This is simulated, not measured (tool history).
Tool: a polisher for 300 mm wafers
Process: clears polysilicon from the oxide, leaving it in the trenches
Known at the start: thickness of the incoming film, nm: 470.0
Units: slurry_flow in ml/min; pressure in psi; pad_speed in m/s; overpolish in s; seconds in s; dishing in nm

run 1 hour=0.0 | slurry_flow=275 pressure=2.6 pad_speed=1.28 overpolish=12 | seconds=33.535 dishing=43.319
run 2 hour=7.7 | slurry_flow=275 pressure=2.6 pad_speed=1.28 overpolish=8 | seconds=32.976 dishing=41.459
run 3 hour=15.2 | slurry_flow=275 pressure=2.4 pad_speed=1.26 overpolish=7 | seconds=35.989 dishing=39.076
run 4 hour=17.9 | slurry_flow=275 pressure=2.4 pad_speed=1.26 overpolish=11 | seconds=36.828 dishing=42.552
run 5 hour=23.6 | slurry_flow=275 pressure=2.1 pad_speed=1.26 overpolish=11 | seconds=41.751 dishing=42.766
run 6 hour=30.1 | slurry_flow=275 pressure=2.2 pad_speed=1.14 overpolish=9 | seconds=43.553 dishing=40.666
run 7 hour=30.9 | slurry_flow=310 pressure=2.9 pad_speed=0.78 overpolish=4 | seconds=47.328 dishing=27.066

Forecast run 8:
run 8 hour=32.7 | slurry_flow=295 pressure=2.8 pad_speed=0.82 overpolish=6 | seconds=? dishing=?

{"run 8": {"seconds": 47.522, "dishing": 34.503}}

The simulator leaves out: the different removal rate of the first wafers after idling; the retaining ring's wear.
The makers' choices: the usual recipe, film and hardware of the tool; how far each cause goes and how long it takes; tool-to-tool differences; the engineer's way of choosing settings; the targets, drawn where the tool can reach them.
